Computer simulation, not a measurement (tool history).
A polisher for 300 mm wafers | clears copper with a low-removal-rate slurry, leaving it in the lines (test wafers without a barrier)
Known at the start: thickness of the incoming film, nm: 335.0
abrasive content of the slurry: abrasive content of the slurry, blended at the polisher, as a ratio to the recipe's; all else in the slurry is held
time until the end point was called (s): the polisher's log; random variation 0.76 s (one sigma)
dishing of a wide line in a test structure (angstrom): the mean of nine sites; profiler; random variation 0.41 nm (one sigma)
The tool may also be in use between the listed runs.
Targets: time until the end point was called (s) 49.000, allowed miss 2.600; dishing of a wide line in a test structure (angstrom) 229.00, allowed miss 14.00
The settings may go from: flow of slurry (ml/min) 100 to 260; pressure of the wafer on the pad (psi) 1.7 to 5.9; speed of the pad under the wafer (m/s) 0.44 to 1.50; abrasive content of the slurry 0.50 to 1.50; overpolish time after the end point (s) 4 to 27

| run | hour | flow of slurry (ml/min) | pressure of the wafer on the pad (psi) | speed of the pad under the wafer (m/s) | abrasive content of the slurry | overpolish time after the end point (s) | time until the end point was called (s) | dishing of a wide line in a test structure (angstrom) |
|---|---|---|---|---|---|---|---|---|
| 1 | 0.0 | 165 | 3.8 | 0.96 | 1.00 | 14 | 77.380 | 375.43 |
| 2 | 5.1 | 165 | 4.3 | 0.96 | 1.00 | 14 | 69.662 | 412.59 |
| 3 | 10.6 | 165 | 4.7 | 0.96 | 1.00 | 14 | 64.047 | 454.86 |
| 4 | 16.0 | 170 | 4.3 | 1.08 | 1.00 | 12 | 64.189 | 398.63 |
| 5 | 24.4 | 160 | 4.2 | 1.14 | 1.10 | 10 | 60.236 | 353.77 |
| 6 | 26.4 | 145 | 4.1 | 1.20 | 1.20 | 9 | 60.594 | 333.52 |
| 7 | 35.0 | 160 | 3.9 | 1.26 | 1.25 | 8 | 58.144 | 299.01 |
| 8 | 43.8 | 175 | 3.9 | 1.28 | 1.30 | 7 | 58.097 | 269.74 |
| 9 | 48.0 | 225 | 4.6 | 1.32 | 1.50 | 4 | 44.636 | 201.98 |
| 10 | 49.3 | 220 | 4.5 | 1.32 | 1.45 | 4 | 46.378 | 192.23 |
| 11 | 54.7 | 215 | 4.3 | 1.30 | 1.45 | 8 | 48.625 | 348.17 |
| 12 | 57.4 | 215 | 4.4 | 1.26 | 1.40 | 8 | 49.832 | 351.02 |
| 13 | 61.2 | 215 | 4.5 | 1.24 | 1.35 | 8 | 48.634 | 345.25 |
| 14 | 67.7 | 215 | 4.6 | 1.22 | 1.35 | 7 | 49.229 | 312.60 |
| 15 | 71.2 | 215 | 4.6 | 1.24 | 1.35 | 6 | 48.719 | 280.40 |
| 16 | 75.0 | 210 | 4.6 | 1.24 | 1.40 | 6 | 47.700 | 279.94 |

Which of these 4 next moves meets every target?
| A | 78.8 | 230 | 4.4 | 1.24 | 1.40 | 6 | ? | ? |
| B | 78.8 | 200 | 4.6 | 1.24 | 1.45 | 9 | ? | ? |
| C | 78.8 | 175 | 4.8 | 1.20 | 1.30 | 8 | ? | ? |
| D | 78.8 | 225 | 4.8 | 1.22 | 1.05 | 5 | ? | ? |

| move | time until the end point was called (s) | dishing of a wide line in a test structure (angstrom) |
|---|---|---|
| A | 48.245 | 267.47 |
| B | 46.937 | 392.31 |
| C | 48.335 | 345.76 |
| D | 47.795 | 228.78 |
A: nearer than the last run, and not there yet
B: further off than the last run
C: further off than the last run
D: meets every target
Answer: D

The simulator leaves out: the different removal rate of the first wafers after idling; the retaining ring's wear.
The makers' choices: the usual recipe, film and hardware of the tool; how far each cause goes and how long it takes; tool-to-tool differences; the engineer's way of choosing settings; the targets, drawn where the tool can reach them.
